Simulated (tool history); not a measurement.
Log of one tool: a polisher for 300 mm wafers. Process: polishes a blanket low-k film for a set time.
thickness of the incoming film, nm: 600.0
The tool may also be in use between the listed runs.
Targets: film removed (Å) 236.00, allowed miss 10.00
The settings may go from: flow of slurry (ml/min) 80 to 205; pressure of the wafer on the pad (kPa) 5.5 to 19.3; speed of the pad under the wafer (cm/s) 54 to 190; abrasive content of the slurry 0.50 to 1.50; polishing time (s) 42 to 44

run	hour	flow of slurry (ml/min)	pressure of the wafer on the pad (kPa)	speed of the pad under the wafer (cm/s)	abrasive content of the slurry	polishing time (s)	film removed (Å)
1	0.0	135	12.4	122	1.00	42	140.91
2	2.2	135	12.4	122	1.00	42	142.11
3	5.4	120	12.4	122	1.00	42	138.20
4	11.2	125	13.8	122	1.00	42	155.24
5	15.0	125	13.8	148	1.00	42	164.22
6	15.8	125	13.8	148	1.10	42	174.65
7	24.8	130	14.5	150	1.10	42	190.32
8	27.2	135	14.5	150	1.10	42	184.96
9	28.5	135	15.2	152	1.10	42	195.11
10	32.1	145	17.9	154	1.10	42	220.65

4 next moves are on the table. One of them brings every result within its allowed miss. Which?
A	35.7	140	17.9	148	1.10	42	?
B	35.7	125	17.2	146	1.25	44	?
C	35.7	90	18.6	190	1.30	43	?
D	35.7	150	18.6	162	1.20	44	?

move	film removed (Å)
A	222.19
B	234.95
C	263.83
D	262.92
A: nearer than the last run, and not there yet
B: meets every target
C: takes the result that was furthest off past its target
D: takes the result that was furthest off past its target
Move B is the one to make.

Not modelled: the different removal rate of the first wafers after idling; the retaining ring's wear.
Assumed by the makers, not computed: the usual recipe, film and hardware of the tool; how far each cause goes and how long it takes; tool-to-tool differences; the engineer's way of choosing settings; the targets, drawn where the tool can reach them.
